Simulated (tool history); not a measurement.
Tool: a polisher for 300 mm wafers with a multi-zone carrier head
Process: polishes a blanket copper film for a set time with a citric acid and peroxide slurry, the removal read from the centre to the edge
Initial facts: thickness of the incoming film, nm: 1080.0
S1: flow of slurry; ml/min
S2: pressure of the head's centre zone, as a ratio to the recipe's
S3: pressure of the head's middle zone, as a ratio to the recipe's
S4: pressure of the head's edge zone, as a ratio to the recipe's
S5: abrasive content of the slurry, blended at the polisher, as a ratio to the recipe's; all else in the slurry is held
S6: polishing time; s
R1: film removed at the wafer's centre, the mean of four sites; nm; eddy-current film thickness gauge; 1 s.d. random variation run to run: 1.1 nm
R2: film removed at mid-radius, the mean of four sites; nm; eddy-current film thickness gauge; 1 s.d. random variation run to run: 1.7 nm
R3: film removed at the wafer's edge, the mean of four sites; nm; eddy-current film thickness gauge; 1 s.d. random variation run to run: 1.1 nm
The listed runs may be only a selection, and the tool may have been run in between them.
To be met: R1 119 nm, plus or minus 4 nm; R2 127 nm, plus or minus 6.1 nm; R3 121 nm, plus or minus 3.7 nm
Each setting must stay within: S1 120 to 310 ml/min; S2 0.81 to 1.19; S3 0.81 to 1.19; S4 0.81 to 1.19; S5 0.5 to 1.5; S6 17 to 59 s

run,hour,S1,S2,S3,S4,S5,S6,R1,R2,R3
1,0,200,1,1,1,1,38,99.52,96.775,97.173
2,0.6,200,0.96,1,1,1,38,95.154,95.254,96.636
3,8.5,200,0.96,1,1,1.1,38,97.079,99.36,100.85
4,13.8,200,0.96,1,0.94,1.1,38,98.078,97.281,98.87
5,19.9,205,0.97,1.02,0.96,1.2,38,99.705,101.64,101.45
6,27.7,210,0.98,1.03,0.98,1.25,39,105.75,109.76,104.18
7,35.7,220,0.94,0.97,1.08,1.5,43,116.63,117.03,126.24
8,38.5,225,0.94,0.99,1.07,1.5,43,117.61,118.98,126.68

Which single option among these 4 for the next run brings every result within its allowed miss of target? Just one does.
A,41.3,250,1.13,1.15,0.99,1.5,40,?,?,?
B,41.3,290,1.1,1.17,0.99,1.35,39,?,?,?
C,41.3,140,1,1.11,1.03,1.45,45,?,?,?
D,41.3,185,0.94,1.04,1.12,1.5,45,?,?,?

move,R1,R2,R3
A,132.58,127.87,115.5
B,124.96,125.49,111.21
C,119.76,128.04,123.6
D,118.84,127.34,132.87
A: takes the result that was furthest off past its target
B: takes the result that was furthest off past its target
C: hits every target within its allowed miss
D: lands further from the targets than the last run did
Answer: C
